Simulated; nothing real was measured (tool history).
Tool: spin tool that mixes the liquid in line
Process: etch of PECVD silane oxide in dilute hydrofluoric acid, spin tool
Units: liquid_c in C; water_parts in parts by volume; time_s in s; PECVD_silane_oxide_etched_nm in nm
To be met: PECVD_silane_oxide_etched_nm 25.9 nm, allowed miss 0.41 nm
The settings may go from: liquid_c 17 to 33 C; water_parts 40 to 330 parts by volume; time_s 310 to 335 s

run  hour  liquid_c  water_parts  time_s  PECVD_silane_oxide_etched_nm
  1     0        25          185     310                        37.988
  2   2.7        23          190     310                        34.526
  3   4.3        23          150     310                        45.952
  4  11.6        23          120     310                        59.997
  5    17        20          120     310                        52.569
  6  23.6        19          140     310                        42.411
  7  32.5      18.5          155     310                        36.808
  8  35.4        18          165     310                        33.717
  9  37.7      17.5          175     310                        30.992
 10  45.6      17.5          180     310                        29.798
 11    53      17.5          185     310                        28.846
 12  54.2      17.5          190     310                        28.036
 13    56        17          195     310                        26.363

Which of these 4 next moves meets every target?
  A  57.8        18          200     315                             ?
  B  57.8        17          200     325                             ?
  C  57.8        17          205     320                             ?
  D  57.8        17          190     310                             ?

move  PECVD_silane_oxide_etched_nm
   A                        27.028
   B                        26.816
   C                         25.63
   D                        27.199
A: further off than the last run
B: further off than the last run
C: meets every target
D: further off than the last run
Move C is the one to make.
